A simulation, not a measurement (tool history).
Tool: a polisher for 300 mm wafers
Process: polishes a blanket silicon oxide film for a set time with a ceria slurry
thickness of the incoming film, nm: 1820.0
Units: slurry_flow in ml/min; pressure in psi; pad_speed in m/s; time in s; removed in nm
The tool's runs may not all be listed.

run	hour	slurry_flow	pressure	pad_speed	time	removed
1	0	235	2.9	1.36	39	183.52
2	0.7	235	2.7	1.36	39	174.3
3	9.2	235	2.7	1.6	39	205.76
4	12.7	260	2.7	1.6	39	204.92
5	16.4	260	2.4	1.58	39	179.48
6	18.4	260	2.2	1.58	39	165.03
7	26.5	260	2.1	1.58	39	157.85
8	34.9	260	2	1.58	39	150.08

Run 9 comes next. What will it give?
9	36.3	260	1.9	1.58	39	?

{"run 9": {"removed": 146.27}}
